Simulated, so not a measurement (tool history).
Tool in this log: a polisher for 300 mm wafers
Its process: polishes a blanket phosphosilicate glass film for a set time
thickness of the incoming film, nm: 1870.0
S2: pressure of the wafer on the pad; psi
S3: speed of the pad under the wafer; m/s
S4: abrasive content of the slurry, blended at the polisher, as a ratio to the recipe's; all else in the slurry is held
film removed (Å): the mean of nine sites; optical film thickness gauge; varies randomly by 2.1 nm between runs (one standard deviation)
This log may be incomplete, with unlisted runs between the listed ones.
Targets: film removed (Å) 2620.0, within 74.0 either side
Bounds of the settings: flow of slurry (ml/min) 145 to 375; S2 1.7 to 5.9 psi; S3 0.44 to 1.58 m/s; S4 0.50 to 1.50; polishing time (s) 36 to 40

Run 1, hour 0.0: flow of slurry (ml/min) 240, S2 3.8 psi, S3 1.00 m/s, S4 1.00, polishing time (s) 40. Result: film removed (Å) 4423.8.
Run 2, hour 2.7: flow of slurry (ml/min) 235, S2 3.1 psi, S3 1.00 m/s, S4 1.00, polishing time (s) 40. Result: film removed (Å) 3592.7.
Run 3, hour 6.9: flow of slurry (ml/min) 235, S2 3.4 psi, S3 1.00 m/s, S4 1.00, polishing time (s) 40. Result: film removed (Å) 3971.1.
Run 4, hour 14.6: flow of slurry (ml/min) 235, S2 2.9 psi, S3 1.00 m/s, S4 1.00, polishing time (s) 40. Result: film removed (Å) 3347.8.
Run 5, hour 18.8: flow of slurry (ml/min) 235, S2 2.6 psi, S3 1.00 m/s, S4 1.00, polishing time (s) 40. Result: film removed (Å) 3058.4.
Run 6, hour 19.9: flow of slurry (ml/min) 235, S2 3.3 psi, S3 1.00 m/s, S4 1.00, polishing time (s) 40. Result: film removed (Å) 3842.4.
Run 7, hour 26.1: flow of slurry (ml/min) 235, S2 2.9 psi, S3 1.00 m/s, S4 1.00, polishing time (s) 40. Result: film removed (Å) 3384.8.
Run 8, hour 32.5: flow of slurry (ml/min) 235, S2 2.6 psi, S3 1.00 m/s, S4 1.00, polishing time (s) 40. Result: film removed (Å) 3021.3.
Run 9, hour 38.1: flow of slurry (ml/min) 235, S2 2.5 psi, S3 1.00 m/s, S4 1.00, polishing time (s) 40. Result: film removed (Å) 2943.7.
Run 10, hour 41.3: flow of slurry (ml/min) 235, S2 2.4 psi, S3 1.00 m/s, S4 1.00, polishing time (s) 40. Result: film removed (Å) 2797.9.
Run 11, hour 45.9: flow of slurry (ml/min) 235, S2 2.3 psi, S3 1.00 m/s, S4 1.00, polishing time (s) 40. Result: film removed (Å) 2718.8.

Consider the 4 candidate settings below. Which is the only one whose results all fall within their allowed miss of target?
Run A, hour 50.5: flow of slurry (ml/min) 195, S2 2.4 psi, S3 0.98 m/s, S4 0.90, polishing time (s) 40. Result: film removed (Å) ?.
Run B, hour 50.5: flow of slurry (ml/min) 240, S2 2.4 psi, S3 1.02 m/s, S4 0.95, polishing time (s) 40. Result: film removed (Å) ?.
Run C, hour 50.5: flow of slurry (ml/min) 280, S2 2.3 psi, S3 0.90 m/s, S4 0.95, polishing time (s) 40. Result: film removed (Å) ?.
Run D, hour 50.5: flow of slurry (ml/min) 315, S2 2.1 psi, S3 1.12 m/s, S4 1.00, polishing time (s) 40. Result: film removed (Å) ?.

move  film removed (Å)
   A            2606.6
   B            2824.8
   C            2496.8
   D            2810.8
A: meets every target
B: its largest miss is bigger than the last run's
C: takes the biggest miss from the last run beyond its target
D: its largest miss is bigger than the last run's
The right move is A.
